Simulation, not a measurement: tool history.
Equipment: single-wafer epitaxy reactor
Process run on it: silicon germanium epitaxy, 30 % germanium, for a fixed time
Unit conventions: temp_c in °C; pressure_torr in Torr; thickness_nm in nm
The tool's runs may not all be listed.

run 1 hour=0 | temp_c=580 pressure_torr=25.2 | thickness_nm=53.733
run 2 hour=5 | temp_c=580 pressure_torr=29.2 | thickness_nm=55.553
run 3 hour=7.1 | temp_c=580 pressure_torr=30.8 | thickness_nm=56.578
run 4 hour=8.1 | temp_c=573 pressure_torr=29.7 | thickness_nm=48.156
run 5 hour=17 | temp_c=569 pressure_torr=29.6 | thickness_nm=43.982
run 6 hour=25.1 | temp_c=563 pressure_torr=29.6 | thickness_nm=38.653
run 7 hour=32.8 | temp_c=562 pressure_torr=29.6 | thickness_nm=37.779
run 8 hour=36.3 | temp_c=561 pressure_torr=29.6 | thickness_nm=36.798
run 9 hour=38.4 | temp_c=560 pressure_torr=29.6 | thickness_nm=35.871

Run 10, settings as shown, results not yet in. Your forecast:
run 10 hour=42.3 | temp_c=559 pressure_torr=29.6 | thickness_nm=?

Run 10 gave thickness_nm 35.266 nm.

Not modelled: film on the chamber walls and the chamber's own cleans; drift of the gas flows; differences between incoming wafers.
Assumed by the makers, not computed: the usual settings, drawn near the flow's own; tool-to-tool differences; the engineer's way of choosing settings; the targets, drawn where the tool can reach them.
